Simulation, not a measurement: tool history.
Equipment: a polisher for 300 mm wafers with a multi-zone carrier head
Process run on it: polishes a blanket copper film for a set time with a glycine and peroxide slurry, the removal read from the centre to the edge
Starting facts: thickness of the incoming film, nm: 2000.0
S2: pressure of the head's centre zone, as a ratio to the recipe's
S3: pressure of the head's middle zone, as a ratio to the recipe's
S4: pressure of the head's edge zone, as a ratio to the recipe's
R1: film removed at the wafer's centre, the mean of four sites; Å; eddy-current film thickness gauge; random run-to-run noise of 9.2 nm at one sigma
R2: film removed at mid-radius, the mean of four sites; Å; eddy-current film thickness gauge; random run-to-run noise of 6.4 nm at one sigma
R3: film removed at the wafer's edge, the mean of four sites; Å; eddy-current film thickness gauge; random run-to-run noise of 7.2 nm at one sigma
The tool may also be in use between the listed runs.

{"run": 1, "day": 0.0, "flow of slurry (ml/min)": 255, "S2": 1, "S3": 1, "S4": 1, "polishing time (s)": 85, "R1": 4186.8, "R2": 4195.9, "R3": 4321.3}
{"run": 2, "day": 0.058, "flow of slurry (ml/min)": 260, "S2": 1.02, "S3": 1.01, "S4": 1.01, "polishing time (s)": 88, "R1": 4406.7, "R2": 4450.2, "R3": 4424.2}
{"run": 3, "day": 0.275, "flow of slurry (ml/min)": 260, "S2": 1.03, "S3": 1, "S4": 1.01, "polishing time (s)": 92, "R1": 4722.2, "R2": 4533.6, "R3": 4648.4}
{"run": 4, "day": 0.504, "flow of slurry (ml/min)": 260, "S2": 1.03, "S3": 1, "S4": 1.01, "polishing time (s)": 82, "R1": 4181.9, "R2": 3970.5, "R3": 4182.8}
{"run": 5, "day": 0.829, "flow of slurry (ml/min)": 265, "S2": 1.04, "S3": 1.01, "S4": 1.03, "polishing time (s)": 86, "R1": 4415.7, "R2": 4405.8, "R3": 4401.7}
{"run": 6, "day": 0.962, "flow of slurry (ml/min)": 265, "S2": 1.06, "S3": 1, "S4": 1.04, "polishing time (s)": 90, "R1": 4802.1, "R2": 4443.3, "R3": 4588.7}
{"run": 7, "day": 1.271, "flow of slurry (ml/min)": 265, "S2": 1.07, "S3": 1, "S4": 1.05, "polishing time (s)": 93, "R1": 5130.2, "R2": 4598.7, "R3": 4690.4}
{"run": 8, "day": 1.562, "flow of slurry (ml/min)": 270, "S2": 1.07, "S3": 1, "S4": 1.06, "polishing time (s)": 96, "R1": 5211.9, "R2": 4797.2, "R3": 5035.8}
{"run": 9, "day": 1.783, "flow of slurry (ml/min)": 275, "S2": 1.08, "S3": 1.01, "S4": 1.07, "polishing time (s)": 97, "R1": 5253.2, "R2": 4881.1, "R3": 5064.8}
{"run": 10, "day": 1.896, "flow of slurry (ml/min)": 275, "S2": 1.09, "S3": 1.02, "S4": 1.07, "polishing time (s)": 99, "R1": 5398.8, "R2": 5047.8, "R3": 5141}
{"run": 11, "day": 2.008, "flow of slurry (ml/min)": 275, "S2": 1.1, "S3": 1.03, "S4": 1.08, "polishing time (s)": 101, "R1": 5673.8, "R2": 5232.3, "R3": 5333.9}
{"run": 12, "day": 2.296, "flow of slurry (ml/min)": 275, "S2": 1.11, "S3": 1.04, "S4": 1.09, "polishing time (s)": 102, "R1": 5650.7, "R2": 5244.5, "R3": 5512.6}
{"run": 13, "day": 2.388, "flow of slurry (ml/min)": 285, "S2": 1.12, "S3": 1.05, "S4": 1.08, "polishing time (s)": 103, "R1": 5830.2, "R2": 5410.7, "R3": 5322.3}
{"run": 14, "day": 2.633, "flow of slurry (ml/min)": 285, "S2": 1.12, "S3": 1.05, "S4": 1.09, "polishing time (s)": 104, "R1": 6009.4, "R2": 5473.1, "R3": 5457.9}
{"run": 15, "day": 2.896, "flow of slurry (ml/min)": 285, "S2": 1.12, "S3": 1.05, "S4": 1.1, "polishing time (s)": 105, "R1": 5842.5, "R2": 5450.9, "R3": 5536.9}

Run 16, settings as shown, results not yet in. Your forecast:
{"run": 16, "day": 3.054, "flow of slurry (ml/min)": 285, "S2": 1.12, "S3": 1.05, "S4": 1.1, "polishing time (s)": 106, "R1": "?", "R2": "?", "R3": "?"}

For run 16 the tool returned R1 6073 Å, R2 5581.2 Å, R3 5598.8 Å.

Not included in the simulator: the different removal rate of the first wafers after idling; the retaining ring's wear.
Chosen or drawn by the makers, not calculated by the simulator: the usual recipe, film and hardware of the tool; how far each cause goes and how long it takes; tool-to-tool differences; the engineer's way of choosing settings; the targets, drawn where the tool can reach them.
